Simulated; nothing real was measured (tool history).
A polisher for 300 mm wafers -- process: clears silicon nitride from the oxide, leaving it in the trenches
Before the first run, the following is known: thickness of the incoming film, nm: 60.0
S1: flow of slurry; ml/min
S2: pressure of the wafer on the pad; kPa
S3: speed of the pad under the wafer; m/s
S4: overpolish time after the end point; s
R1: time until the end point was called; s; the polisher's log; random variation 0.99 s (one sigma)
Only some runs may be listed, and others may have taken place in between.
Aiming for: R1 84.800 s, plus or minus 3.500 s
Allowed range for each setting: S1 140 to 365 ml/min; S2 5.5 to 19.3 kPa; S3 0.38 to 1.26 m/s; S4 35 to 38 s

run    day   S1    S2    S3  S4       R1
  1  0.000  235  12.4  0.82  35  144.040
  2  0.150  235  13.1  0.82  35  136.260
  3  0.238  235  13.1  0.82  35  137.140
  4  0.383  235  11.7  0.82  35  153.250
  5  0.688  190  11.7  0.82  35  156.220
  6  0.742  190   9.7  0.82  35  190.900
  7  1.008  190  11.0  0.82  35  162.910
  8  1.283  190  11.0  0.82  35  165.510
  9  1.525  190  12.4  0.82  35  146.760

4 next moves are on the table. One of them brings every result within its allowed miss. Which?
  A  1.767  190  17.9  0.90  35   ?
  B  1.767  155  18.6  0.96  38   ?
  C  1.767  205  15.9  1.02  35   ?
  D  1.767  180  17.2  1.16  35   ?

move      R1
   A  95.362
   B  87.550
   C  94.661
   D  77.652
A: gains on the last run, yet a result remains outside its allowed miss
B: hits every target within its allowed miss
C: gains on the last run, yet a result remains outside its allowed miss
D: takes the biggest miss from the last run beyond its target
Answer: B
